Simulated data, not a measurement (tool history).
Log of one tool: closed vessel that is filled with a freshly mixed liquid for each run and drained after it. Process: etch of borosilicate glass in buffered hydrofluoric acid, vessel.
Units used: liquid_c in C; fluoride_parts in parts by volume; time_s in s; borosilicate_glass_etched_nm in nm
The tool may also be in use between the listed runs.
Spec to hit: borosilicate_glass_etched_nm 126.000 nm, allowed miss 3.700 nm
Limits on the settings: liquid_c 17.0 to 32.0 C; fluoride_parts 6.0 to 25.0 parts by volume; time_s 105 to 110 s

{"run": 1, "day": 0.0, "liquid_c": 24.0, "fluoride_parts": 15.5, "time_s": 105, "borosilicate_glass_etched_nm": 85.803}
{"run": 2, "day": 0.2, "liquid_c": 26.0, "fluoride_parts": 15.5, "time_s": 105, "borosilicate_glass_etched_nm": 95.165}
{"run": 3, "day": 0.521, "liquid_c": 25.0, "fluoride_parts": 15.5, "time_s": 105, "borosilicate_glass_etched_nm": 90.918}
{"run": 4, "day": 0.65, "liquid_c": 26.5, "fluoride_parts": 15.5, "time_s": 105, "borosilicate_glass_etched_nm": 98.031}
{"run": 5, "day": 0.908, "liquid_c": 26.5, "fluoride_parts": 17.5, "time_s": 105, "borosilicate_glass_etched_nm": 87.425}
{"run": 6, "day": 1.192, "liquid_c": 26.5, "fluoride_parts": 14.0, "time_s": 105, "borosilicate_glass_etched_nm": 109.46}
{"run": 7, "day": 1.217, "liquid_c": 27.0, "fluoride_parts": 14.0, "time_s": 105, "borosilicate_glass_etched_nm": 111.61}
{"run": 8, "day": 1.425, "liquid_c": 27.5, "fluoride_parts": 14.0, "time_s": 105, "borosilicate_glass_etched_nm": 114.09}
{"run": 9, "day": 1.508, "liquid_c": 28.0, "fluoride_parts": 14.0, "time_s": 105, "borosilicate_glass_etched_nm": 117.68}
{"run": 10, "day": 1.838, "liquid_c": 28.5, "fluoride_parts": 14.0, "time_s": 105, "borosilicate_glass_etched_nm": 121.85}
{"day": 2.038, "done": "hydrofluoric acid flow meter replaced"}
{"run": 11, "day": 2.038, "liquid_c": 29.0, "fluoride_parts": 14.0, "time_s": 105, "borosilicate_glass_etched_nm": 137.06}

Next run, 4 choices. One meets every target within its allowed miss, the rest don't. Which?
{"run": "A", "day": 2.238, "liquid_c": 30.0, "fluoride_parts": 16.0, "time_s": 105, "borosilicate_glass_etched_nm": "?"}
{"run": "B", "day": 2.238, "liquid_c": 27.5, "fluoride_parts": 15.5, "time_s": 110, "borosilicate_glass_etched_nm": "?"}
{"run": "C", "day": 2.238, "liquid_c": 27.0, "fluoride_parts": 12.0, "time_s": 110, "borosilicate_glass_etched_nm": "?"}
{"run": "D", "day": 2.238, "liquid_c": 26.0, "fluoride_parts": 14.0, "time_s": 105, "borosilicate_glass_etched_nm": "?"}

move=A borosilicate_glass_etched_nm=125.270
move=B borosilicate_glass_etched_nm=118.840
move=C borosilicate_glass_etched_nm=149.030
move=D borosilicate_glass_etched_nm=115.890
A: every result lands within tolerance
B: carries the result that was furthest off beyond its target, to the other side
C: moves away from the targets compared with the last run
D: carries the result that was furthest off beyond its target, to the other side
So the answer is move A, the one that meets all the targets.

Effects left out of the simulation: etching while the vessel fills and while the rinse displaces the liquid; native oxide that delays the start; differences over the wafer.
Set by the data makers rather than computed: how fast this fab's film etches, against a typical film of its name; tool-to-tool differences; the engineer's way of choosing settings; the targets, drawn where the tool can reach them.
